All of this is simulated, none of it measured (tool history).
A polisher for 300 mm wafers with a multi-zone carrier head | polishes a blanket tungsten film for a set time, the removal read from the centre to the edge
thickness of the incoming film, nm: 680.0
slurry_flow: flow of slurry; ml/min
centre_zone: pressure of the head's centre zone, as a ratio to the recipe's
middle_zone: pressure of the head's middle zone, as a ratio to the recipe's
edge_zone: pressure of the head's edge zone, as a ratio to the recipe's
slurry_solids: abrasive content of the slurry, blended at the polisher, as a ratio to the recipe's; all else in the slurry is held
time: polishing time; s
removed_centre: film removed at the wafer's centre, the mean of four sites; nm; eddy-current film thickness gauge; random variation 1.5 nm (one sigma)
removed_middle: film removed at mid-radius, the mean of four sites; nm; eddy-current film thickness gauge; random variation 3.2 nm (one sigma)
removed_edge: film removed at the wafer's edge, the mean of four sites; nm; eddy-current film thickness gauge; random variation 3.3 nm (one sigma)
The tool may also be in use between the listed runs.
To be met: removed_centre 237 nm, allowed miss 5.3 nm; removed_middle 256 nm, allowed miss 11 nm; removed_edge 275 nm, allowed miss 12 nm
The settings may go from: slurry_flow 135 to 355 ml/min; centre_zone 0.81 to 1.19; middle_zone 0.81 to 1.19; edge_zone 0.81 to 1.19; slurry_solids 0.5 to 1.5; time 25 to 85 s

run 1 hour=0 | slurry_flow=225 centre_zone=1 middle_zone=1 edge_zone=1 slurry_solids=1 time=55 | removed_centre=211.21 removed_middle=212.41 removed_edge=220.91
run 2 hour=6.1 | slurry_flow=230 centre_zone=1 middle_zone=1.01 edge_zone=1.02 slurry_solids=1.05 time=55 | removed_centre=214.8 removed_middle=218.11 removed_edge=227.01
run 3 hour=10.2 | slurry_flow=235 centre_zone=1 middle_zone=1.02 edge_zone=1.04 slurry_solids=1.1 time=55 | removed_centre=215.46 removed_middle=227.76 removed_edge=224.03
run 4 hour=13.3 | slurry_flow=235 centre_zone=1.04 middle_zone=1.02 edge_zone=1.04 slurry_solids=1.1 time=55 | removed_centre=225.76 removed_middle=219.34 removed_edge=225.76
run 5 hour=18.6 | slurry_flow=235 centre_zone=1.03 middle_zone=1.01 edge_zone=1.05 slurry_solids=1.15 time=56 | removed_centre=228.19 removed_middle=229.17 removed_edge=237.35
run 6 hour=20.6 | slurry_flow=240 centre_zone=1.03 middle_zone=1 edge_zone=1.06 slurry_solids=1.2 time=56 | removed_centre=233.09 removed_middle=230.91 removed_edge=237.33
run 7 hour=25.4 | slurry_flow=235 centre_zone=1.02 middle_zone=0.99 edge_zone=1.07 slurry_solids=1.25 time=57 | removed_centre=233.29 removed_middle=235.82 removed_edge=243.97
run 8 hour=29.4 | slurry_flow=235 centre_zone=1.01 middle_zone=0.98 edge_zone=1.08 slurry_solids=1.3 time=57 | removed_centre=232.73 removed_middle=228.95 removed_edge=248.19
run 9 hour=37.5 | slurry_flow=235 centre_zone=1.01 middle_zone=0.98 edge_zone=1.08 slurry_solids=1.3 time=57 | removed_centre=235.44 removed_middle=230.27 removed_edge=245
run 10 hour=44.7 | slurry_flow=230 centre_zone=1 middle_zone=0.98 edge_zone=1.09 slurry_solids=1.3 time=58 | removed_centre=237.74 removed_middle=235.94 removed_edge=251.39
run 11 hour=50.1 | slurry_flow=230 centre_zone=0.99 middle_zone=0.98 edge_zone=1.1 slurry_solids=1.35 time=58 | removed_centre=235.57 removed_middle=239.41 removed_edge=255.18
run 12 hour=57.3 | slurry_flow=230 centre_zone=0.98 middle_zone=0.98 edge_zone=1.11 slurry_solids=1.35 time=58 | removed_centre=232.17 removed_middle=239.22 removed_edge=257.37

4 next moves are on the table. One of them brings every result within its allowed miss. Which?
run A hour=64.5 | slurry_flow=185 centre_zone=0.94 middle_zone=0.81 edge_zone=1.19 slurry_solids=1.35 time=63 | removed_centre=? removed_middle=? removed_edge=?
run B hour=64.5 | slurry_flow=310 centre_zone=1.07 middle_zone=1.16 edge_zone=0.93 slurry_solids=1.5 time=52 | removed_centre=? removed_middle=? removed_edge=?
run C hour=64.5 | slurry_flow=230 centre_zone=1.05 middle_zone=0.84 edge_zone=1.11 slurry_solids=1.45 time=55 | removed_centre=? removed_middle=? removed_edge=?
run D hour=64.5 | slurry_flow=195 centre_zone=0.98 middle_zone=1.05 edge_zone=1.18 slurry_solids=1.5 time=60 | removed_centre=? removed_middle=? removed_edge=?

move=A removed_centre=232.17 removed_middle=223.64 removed_edge=291.36
move=B removed_centre=241.51 removed_middle=248.99 removed_edge=228.42
move=C removed_centre=239.03 removed_middle=209.06 removed_edge=255.41
move=D removed_centre=238.49 removed_middle=254.65 removed_edge=283.74
A: further off than the last run
B: brings the result that was furthest off to its target, and leaves another outside
C: further off than the last run
D: meets every target
The right move is D.
